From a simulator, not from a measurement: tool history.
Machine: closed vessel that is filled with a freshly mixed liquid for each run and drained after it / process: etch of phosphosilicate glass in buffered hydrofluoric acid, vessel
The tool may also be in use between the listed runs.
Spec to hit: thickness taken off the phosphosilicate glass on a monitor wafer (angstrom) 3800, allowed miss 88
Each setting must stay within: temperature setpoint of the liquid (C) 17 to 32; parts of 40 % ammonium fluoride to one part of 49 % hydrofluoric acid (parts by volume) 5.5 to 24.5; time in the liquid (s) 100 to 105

run,hour,temperature setpoint of the liquid (C),parts of 40 % ammonium fluoride to one part of 49 % hydrofluoric acid (parts by volume),time in the liquid (s),thickness taken off the phosphosilicate glass on a monitor wafer (angstrom)
1,0,25,15,100,5118.4
2,3.4,23.5,15,100,4713.1
3,5.4,22.5,15,100,4453.3
4,14.2,22.5,11.5,100,5820.9
5,22.8,20,11.5,100,5019.6
6,26.8,20,11.5,105,5272.2
7,29.9,19,12,105,4758
8,34.4,19,12,105,4774
9,41.2,18.5,12.5,105,4483.1

Exactly one of the 5 candidate moves below puts every result within its allowed miss. Which one?
A,48,19.5,16.5,105,?
B,48,18.5,14,100,?
C,48,19.5,15,105,?
D,48,17,13.5,100,?
E,48,18,13,100,?

move,thickness taken off the phosphosilicate glass on a monitor wafer (angstrom)
A,3632.8
B,3843.8
C,3990.3
D,3657.7
E,4018.3
A: carries the result that was furthest off beyond its target, to the other side
B: every result lands within tolerance
C: closer than the last run, but not yet in spec
D: carries the result that was furthest off beyond its target, to the other side
E: closer than the last run, but not yet in spec
The move that meets every target is B.

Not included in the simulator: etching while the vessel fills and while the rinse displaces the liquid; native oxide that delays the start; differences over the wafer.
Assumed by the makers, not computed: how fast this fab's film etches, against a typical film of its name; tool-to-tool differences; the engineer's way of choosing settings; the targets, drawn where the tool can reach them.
